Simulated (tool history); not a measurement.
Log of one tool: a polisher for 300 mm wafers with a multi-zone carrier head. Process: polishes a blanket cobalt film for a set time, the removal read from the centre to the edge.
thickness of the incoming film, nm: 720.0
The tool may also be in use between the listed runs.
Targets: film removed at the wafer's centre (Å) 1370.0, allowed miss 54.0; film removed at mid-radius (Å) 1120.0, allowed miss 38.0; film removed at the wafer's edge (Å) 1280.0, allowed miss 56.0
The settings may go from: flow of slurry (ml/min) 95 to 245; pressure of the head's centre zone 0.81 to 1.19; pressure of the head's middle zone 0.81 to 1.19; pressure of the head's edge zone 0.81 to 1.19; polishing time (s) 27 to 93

| run | hour | flow of slurry (ml/min) | pressure of the head's centre zone | pressure of the head's middle zone | pressure of the head's edge zone | polishing time (s) | film removed at the wafer's centre (Å) | film removed at mid-radius (Å) | film removed at the wafer's edge (Å) |
|---|---|---|---|---|---|---|---|---|---|
| 1 | 0.0 | 155 | 1.00 | 1.00 | 1.00 | 59 | 2103.3 | 2070.0 | 2104.8 |
| 2 | 2.6 | 155 | 0.93 | 1.00 | 1.00 | 59 | 1924.9 | 2083.5 | 2114.7 |
| 3 | 11.1 | 150 | 0.95 | 0.97 | 0.98 | 54 | 1800.2 | 1846.0 | 1847.0 |
| 4 | 14.9 | 145 | 0.96 | 0.94 | 1.00 | 51 | 1708.0 | 1693.4 | 1765.9 |
| 5 | 17.7 | 130 | 0.96 | 0.94 | 1.00 | 51 | 1640.2 | 1625.1 | 1749.5 |
| 6 | 22.5 | 125 | 0.97 | 0.92 | 0.99 | 49 | 1599.0 | 1544.1 | 1680.5 |
| 7 | 27.2 | 120 | 0.98 | 0.90 | 0.98 | 47 | 1529.1 | 1442.0 | 1606.6 |
| 8 | 33.2 | 120 | 0.99 | 0.88 | 0.96 | 45 | 1505.4 | 1336.1 | 1504.7 |
| 9 | 35.1 | 115 | 0.99 | 0.87 | 0.94 | 44 | 1444.6 | 1306.5 | 1454.3 |
| 10 | 39.0 | 115 | 1.00 | 0.86 | 0.93 | 43 | 1419.1 | 1245.8 | 1391.7 |
| 11 | 47.2 | 115 | 1.00 | 0.85 | 0.92 | 43 | 1426.5 | 1236.0 | 1409.1 |
| 12 | 50.7 | 115 | 1.00 | 0.84 | 0.90 | 43 | 1427.1 | 1222.3 | 1382.5 |
| 13 | 54.1 | 115 | 1.00 | 0.83 | 0.89 | 43 | 1440.4 | 1212.9 | 1401.5 |
| 14 | 56.6 | 115 | 1.00 | 0.83 | 0.88 | 42 | 1377.0 | 1175.8 | 1353.6 |
| 15 | 59.8 | 115 | 1.01 | 0.83 | 0.87 | 42 | 1401.6 | 1192.2 | 1344.1 |
| 16 | 67.5 | 100 | 1.04 | 0.81 | 0.86 | 40 | 1348.0 | 1081.2 | 1247.8 |

Which of these 5 next moves meets every target?
| A | 75.2 | 140 | 1.06 | 0.92 | 0.83 | 36 | ? | ? | ? |
| B | 75.2 | 125 | 1.03 | 0.82 | 0.88 | 39 | ? | ? | ? |
| C | 75.2 | 115 | 1.05 | 0.82 | 0.82 | 37 | ? | ? | ? |
| D | 75.2 | 125 | 1.18 | 0.87 | 0.85 | 36 | ? | ? | ? |
| E | 75.2 | 110 | 1.01 | 0.83 | 1.02 | 38 | ? | ? | ? |

| move | film removed at the wafer's centre (Å) | film removed at mid-radius (Å) | film removed at the wafer's edge (Å) |
|---|---|---|---|
| A | 1310.5 | 1161.4 | 1149.5 |
| B | 1345.0 | 1120.1 | 1256.9 |
| C | 1276.0 | 1044.7 | 1145.9 |
| D | 1424.2 | 1084.6 | 1143.5 |
| E | 1246.7 | 1073.4 | 1278.6 |
A: takes the result that was furthest off past its target
B: meets every target
C: further off than the last run
D: brings the result that was furthest off to its target, and leaves another outside
E: further off than the last run
The right move is B.
